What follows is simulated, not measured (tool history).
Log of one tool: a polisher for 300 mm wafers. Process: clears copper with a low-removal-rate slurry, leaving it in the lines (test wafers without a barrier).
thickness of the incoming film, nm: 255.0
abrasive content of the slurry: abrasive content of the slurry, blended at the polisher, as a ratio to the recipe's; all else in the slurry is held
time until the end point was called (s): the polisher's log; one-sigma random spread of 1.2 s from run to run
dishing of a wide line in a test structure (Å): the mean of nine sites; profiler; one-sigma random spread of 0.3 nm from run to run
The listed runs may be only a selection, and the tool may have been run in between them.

run,hour,flow of slurry (ml/min),pressure of the wafer on the pad (psi),speed of the pad under the wafer (cm/s),abrasive content of the slurry,overpolish time after the end point (s),time until the end point was called (s),dishing of a wide line in a test structure (Å)
1,0,245,2.1,140,1,10,87.678,215.83
2,7.6,245,2,140,1,11,90.982,224.32
3,14.7,245,2,140,1,9,91.927,190.63
4,22.1,245,2,140,1,10,92.829,209.52
5,29.8,245,2,140,1,8,91.575,172.54
6,31.5,245,2,126,1,8,101.35,159.2
7,38.4,245,2,126,1,9,100.64,176.09

Run 8 comes next. What will it give?
8,42,230,1.8,124,1,14,?,?

{"run 8": {"time until the end point was called (s)": 113, "dishing of a wide line in a test structure (Å)": 228.73}}
